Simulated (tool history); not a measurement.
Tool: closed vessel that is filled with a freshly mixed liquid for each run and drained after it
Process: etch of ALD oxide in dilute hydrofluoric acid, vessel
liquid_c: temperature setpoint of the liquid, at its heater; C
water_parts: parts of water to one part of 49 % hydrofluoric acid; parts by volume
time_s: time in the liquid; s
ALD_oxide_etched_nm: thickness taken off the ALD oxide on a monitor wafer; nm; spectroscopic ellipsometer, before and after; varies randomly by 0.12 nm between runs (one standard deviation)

run  hour  liquid_c  water_parts  time_s  ALD_oxide_etched_nm
  1     0        22          105     210               24.482
  2   2.9        21          105     210                23.61
  3  11.8        21          105     230               25.663
  4  19.2        20          105     230               24.815
  5  22.8        18          105     230               22.824
  6    29        18           80     230               31.001

Run 7 is up next; what results do you expect?
  7  34.5        18           85     230                    ?

{"run 7": {"ALD_oxide_etched_nm": 28.624}}
